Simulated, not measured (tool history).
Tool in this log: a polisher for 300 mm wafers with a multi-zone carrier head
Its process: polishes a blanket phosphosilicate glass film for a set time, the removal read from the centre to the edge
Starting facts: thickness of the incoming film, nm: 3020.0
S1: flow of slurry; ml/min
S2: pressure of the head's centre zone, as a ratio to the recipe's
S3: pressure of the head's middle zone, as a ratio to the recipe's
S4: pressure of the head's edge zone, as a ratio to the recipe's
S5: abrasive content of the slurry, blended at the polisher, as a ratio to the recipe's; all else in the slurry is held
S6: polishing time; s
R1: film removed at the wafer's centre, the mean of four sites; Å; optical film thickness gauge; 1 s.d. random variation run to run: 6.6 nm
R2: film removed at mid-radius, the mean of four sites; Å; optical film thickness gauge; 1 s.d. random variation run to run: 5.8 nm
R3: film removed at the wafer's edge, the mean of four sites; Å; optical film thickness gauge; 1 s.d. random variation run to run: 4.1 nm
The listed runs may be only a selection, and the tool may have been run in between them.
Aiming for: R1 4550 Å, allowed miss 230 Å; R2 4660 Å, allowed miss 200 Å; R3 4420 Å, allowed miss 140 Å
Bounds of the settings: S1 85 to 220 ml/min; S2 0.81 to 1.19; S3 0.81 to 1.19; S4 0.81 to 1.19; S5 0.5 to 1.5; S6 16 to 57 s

| run | hour | S1 | S2 | S3 | S4 | S5 | S6 | R1 | R2 | R3 |
|---|---|---|---|---|---|---|---|---|---|---|
| 1 | 0 | 140 | 1 | 1 | 1 | 1 | 36 | 3927.8 | 4036 | 3768.6 |
| 2 | 4.4 | 140 | 1 | 1 | 1 | 1.15 | 36 | 4197.8 | 4175 | 4040.5 |
| 3 | 12.5 | 140 | 0.93 | 1 | 1 | 1.15 | 36 | 3891.6 | 4259.2 | 4112 |
| 4 | 21.4 | 160 | 0.93 | 1 | 1 | 1.15 | 36 | 4039.6 | 4274 | 4198.7 |
| 5 | 26.6 | 170 | 0.94 | 1.02 | 1 | 1.15 | 36 | 3982.2 | 4349.6 | 4161.3 |
| 6 | 32.6 | 170 | 0.94 | 1.02 | 1 | 1 | 36 | 3865 | 4212.7 | 3930.7 |
| 7 | 39 | 175 | 0.96 | 1.03 | 1.02 | 1.05 | 36 | 3999.1 | 4303.8 | 4060.6 |
| 8 | 43.8 | 180 | 0.98 | 1.04 | 1.03 | 1.1 | 36 | 4275.9 | 4407.5 | 4252.3 |
| 9 | 45 | 185 | 0.99 | 1.05 | 1.03 | 1.1 | 36 | 4326.8 | 4465.8 | 4166.4 |

Pick the move, out of 5, that brings all results within their allowed miss; only one does.
| A | 46.2 | 190 | 0.9 | 0.88 | 1.17 | 0.85 | 45 | ? | ? | ? |
| B | 46.2 | 180 | 0.85 | 1.12 | 0.98 | 1.1 | 39 | ? | ? | ? |
| C | 46.2 | 140 | 1.05 | 1.08 | 1.11 | 1.05 | 39 | ? | ? | ? |
| D | 46.2 | 190 | 1.05 | 1.14 | 0.98 | 1 | 36 | ? | ? | ? |
| E | 46.2 | 160 | 0.96 | 1.06 | 0.88 | 1.1 | 41 | ? | ? | ? |

| move | R1 | R2 | R3 |
|---|---|---|---|
| A | 4351.8 | 4282.7 | 4883.4 |
| B | 4038.7 | 5158.7 | 4449 |
| C | 4667 | 4690.1 | 4450.7 |
| D | 4443.3 | 4646.8 | 3941.9 |
| E | 4701.3 | 5078.6 | 4431.4 |
A: carries the result that was furthest off beyond its target, to the other side
B: the furthest-off result lands on target, but another misses its tolerance
C: meets every target
D: the biggest miss grows against the last run
E: the furthest-off result lands on target, but another misses its tolerance
The right move is C.
